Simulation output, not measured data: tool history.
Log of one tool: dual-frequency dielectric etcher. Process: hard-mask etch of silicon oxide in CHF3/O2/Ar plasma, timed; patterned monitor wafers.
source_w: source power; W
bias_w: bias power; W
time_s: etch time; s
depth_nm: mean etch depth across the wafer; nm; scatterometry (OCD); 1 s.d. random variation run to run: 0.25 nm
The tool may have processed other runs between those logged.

run  hour  source_w  bias_w  time_s  depth_nm
  1     0       810     215    19.5    46.861
  2   4.5       750     215    19.5    46.094
  3  12.8       750     235    19.5    47.711
  4  18.2       750     208    19.5    45.347
  5    26       870     208    19.5    46.537
  6  27.8       840     197    19.5    45.916
  7  34.9       840     197    19.5    45.317
  8  38.5       810     190    19.5    44.721

Expected results for the next run?
  9  44.6       780     184    19.5         ?

Run 9 gave depth_nm 43.809 nm.

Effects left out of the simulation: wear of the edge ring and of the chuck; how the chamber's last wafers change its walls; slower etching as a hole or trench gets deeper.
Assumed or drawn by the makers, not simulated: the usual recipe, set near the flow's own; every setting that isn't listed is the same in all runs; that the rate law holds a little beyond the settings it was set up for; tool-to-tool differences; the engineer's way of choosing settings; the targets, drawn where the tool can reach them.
